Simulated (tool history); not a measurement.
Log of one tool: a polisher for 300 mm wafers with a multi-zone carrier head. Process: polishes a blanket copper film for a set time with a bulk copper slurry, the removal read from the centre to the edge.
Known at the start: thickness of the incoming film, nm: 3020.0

run	hour	flow of slurry (ml/min)	pressure of the head's centre zone	pressure of the head's middle zone	pressure of the head's edge zone	abrasive content of the slurry	polishing time (s)	film removed at the wafer's centre (Å)	film removed at mid-radius (Å)	film removed at the wafer's edge (Å)
1	0	230	1	1	1	1	71	4562.8	4732.9	4468.8
2	7.4	230	1	1	1	0.8	71	4428.2	4465.5	4281.8
3	9.8	230	1	1	0.96	0.8	71	4378.9	4410.7	4257.8
4	14.4	230	1	1	0.96	0.95	71	4597.9	4620.2	4332.8
5	23	230	1	1	0.96	0.85	71	4381.8	4625.1	4293.8
6	28.1	230	0.94	1.02	1	1.05	75	4620.3	5058.7	4767.6
7	30.6	240	0.92	1.05	1.05	1.2	76	4786.5	5451.9	5145.6

Run 8 comes next. What will it give?
8	39.1	240	0.92	1.05	1.05	1.2	76	?	?	?

{"run 8": {"film removed at the wafer's centre (Å)": 4780.1, "film removed at mid-radius (Å)": 5437.1, "film removed at the wafer's edge (Å)": 5139.2}}

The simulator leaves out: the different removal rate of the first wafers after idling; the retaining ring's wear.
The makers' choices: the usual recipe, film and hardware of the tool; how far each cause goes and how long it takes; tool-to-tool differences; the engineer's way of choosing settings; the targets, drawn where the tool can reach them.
